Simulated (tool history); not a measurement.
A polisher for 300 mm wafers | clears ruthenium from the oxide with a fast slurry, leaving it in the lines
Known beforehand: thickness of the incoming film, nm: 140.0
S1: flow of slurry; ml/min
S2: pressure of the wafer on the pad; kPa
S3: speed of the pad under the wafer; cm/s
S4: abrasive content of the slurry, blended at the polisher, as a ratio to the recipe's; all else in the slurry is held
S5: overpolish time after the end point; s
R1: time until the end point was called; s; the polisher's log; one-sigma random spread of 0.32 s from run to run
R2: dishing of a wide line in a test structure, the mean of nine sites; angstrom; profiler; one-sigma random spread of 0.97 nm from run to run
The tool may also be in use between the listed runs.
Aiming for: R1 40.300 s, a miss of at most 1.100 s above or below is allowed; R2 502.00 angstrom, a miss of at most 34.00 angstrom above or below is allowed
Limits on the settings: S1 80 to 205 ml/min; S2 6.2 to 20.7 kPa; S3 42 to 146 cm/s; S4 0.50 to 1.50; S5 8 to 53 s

run	hour	S1	S2	S3	S4	S5	R1	R2
1	0.0	135	13.1	94	1.00	27	58.640	537.23
2	3.2	135	13.1	94	0.90	27	61.049	534.93
3	11.7	145	14.5	94	0.90	24	53.931	523.28
4	14.0	145	15.9	94	0.90	24	50.484	551.48
# hour 18.7: worn pad replaced by a new one
5	18.7	155	16.5	94	0.90	22	44.166	574.53
6	22.1	155	16.5	94	1.05	22	41.362	607.39
7	28.4	155	16.5	94	1.05	20	41.299	577.24
8	29.3	155	16.5	94	1.05	19	41.791	551.20

5 candidate next runs follow, results not yet known. Just one meets every target within its allowed miss. Identify it.
A	30.2	130	19.3	98	0.90	16	?	?
B	30.2	170	17.2	96	1.15	13	?	?
C	30.2	155	17.2	96	1.10	20	?	?
D	30.2	130	17.2	86	1.05	19	?	?
E	30.2	165	14.5	106	1.20	17	?	?

move	R1	R2
A	38.516	502.62
B	37.762	425.63
C	39.002	602.50
D	44.669	513.10
E	40.930	502.55
A: brings the last run's worst result on target, with another outside its allowed miss
B: takes the result that was furthest off past its target
C: lands further from the targets than the last run did
D: brings the last run's worst result on target, with another outside its allowed miss
E: in spec on every target
So the answer is move E, the one that meets all the targets.

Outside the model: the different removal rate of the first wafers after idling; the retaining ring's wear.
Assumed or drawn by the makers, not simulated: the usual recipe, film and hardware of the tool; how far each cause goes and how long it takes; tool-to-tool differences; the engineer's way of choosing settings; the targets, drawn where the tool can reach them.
